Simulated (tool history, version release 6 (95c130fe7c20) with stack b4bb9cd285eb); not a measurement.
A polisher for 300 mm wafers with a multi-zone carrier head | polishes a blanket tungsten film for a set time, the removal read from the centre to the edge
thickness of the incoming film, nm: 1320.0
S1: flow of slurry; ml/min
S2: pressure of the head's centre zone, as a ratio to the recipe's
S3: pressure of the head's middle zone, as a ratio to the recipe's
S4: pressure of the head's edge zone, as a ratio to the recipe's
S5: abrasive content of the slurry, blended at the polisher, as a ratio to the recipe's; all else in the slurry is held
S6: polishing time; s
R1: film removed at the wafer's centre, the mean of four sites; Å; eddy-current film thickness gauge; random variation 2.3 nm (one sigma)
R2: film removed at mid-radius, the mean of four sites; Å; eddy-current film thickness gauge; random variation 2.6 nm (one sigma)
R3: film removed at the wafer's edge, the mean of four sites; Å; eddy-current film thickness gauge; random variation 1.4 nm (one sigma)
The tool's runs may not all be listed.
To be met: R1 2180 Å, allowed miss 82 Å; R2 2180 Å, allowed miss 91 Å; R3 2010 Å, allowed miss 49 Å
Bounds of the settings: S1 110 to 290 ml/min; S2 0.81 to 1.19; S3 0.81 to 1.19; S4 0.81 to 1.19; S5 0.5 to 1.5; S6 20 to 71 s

Run 1, day 0: S1 185 ml/min, S2 1, S3 1, S4 1, S5 1, S6 45 s. Result: R1 2729.7 Å, R2 2732.2 Å, R3 2784 Å.
Run 2, day 0.221: S1 185 ml/min, S2 1, S3 1, S4 0.92, S5 1, S6 45 s. Result: R1 2733.9 Å, R2 2783.6 Å, R3 2604.7 Å.
Run 3, day 0.4: S1 215 ml/min, S2 1, S3 1, S4 0.92, S5 1, S6 45 s. Result: R1 2818 Å, R2 2820.8 Å, R3 2658 Å.
Run 4, day 0.596: S1 215 ml/min, S2 1, S3 1, S4 0.92, S5 0.95, S6 45 s. Result: R1 2741.2 Å, R2 2799.8 Å, R3 2636.8 Å.
Run 5, day 0.717: S1 215 ml/min, S2 1, S3 1, S4 0.92, S5 0.95, S6 36 s. Result: R1 2178.1 Å, R2 2219.7 Å, R3 2112.3 Å.
Run 6, day 0.871: S1 210 ml/min, S2 1.01, S3 1, S4 0.91, S5 0.95, S6 36 s. Result: R1 2207.3 Å, R2 2214.2 Å, R3 2099.6 Å.
Run 7, day 1.217: S1 210 ml/min, S2 1.01, S3 1, S4 0.91, S5 0.95, S6 36 s. Result: R1 2203.2 Å, R2 2240 Å, R3 2107.4 Å.
Run 8, day 1.567: S1 205 ml/min, S2 1.01, S3 0.99, S4 0.9, S5 0.95, S6 36 s. Result: R1 2220.7 Å, R2 2198.4 Å, R3 2079.6 Å.
Run 9, day 1.912: S1 200 ml/min, S2 1.01, S3 0.99, S4 0.89, S5 0.95, S6 36 s. Result: R1 2183.1 Å, R2 2229.5 Å, R3 2067.7 Å.

Which of these 4 next moves meets every target?
Run A, day 2.258: S1 190 ml/min, S2 0.89, S3 1.06, S4 0.81, S5 0.85, S6 38 s. Result: R1 ?, R2 ?, R3 ?.
Run B, day 2.258: S1 190 ml/min, S2 0.99, S3 0.95, S4 0.81, S5 0.85, S6 38 s. Result: R1 ?, R2 ?, R3 ?.
Run C, day 2.258: S1 200 ml/min, S2 0.99, S3 0.98, S4 0.91, S5 0.95, S6 33 s. Result: R1 ?, R2 ?, R3 ?.
Run D, day 2.258: S1 245 ml/min, S2 0.92, S3 0.96, S4 0.84, S5 0.55, S6 44 s. Result: R1 ?, R2 ?, R3 ?.

move      R1      R2      R3
   A    2067  2388.4    2020
   B  2220.6  2176.5    2023
   C  1993.9  2003.9  1908.5
   D  2272.4  2355.7  2189.4
A: brings the result that was furthest off to its target, and leaves another outside
B: meets every target
C: takes the result that was furthest off past its target
D: further off than the last run
Move B is the one to make.
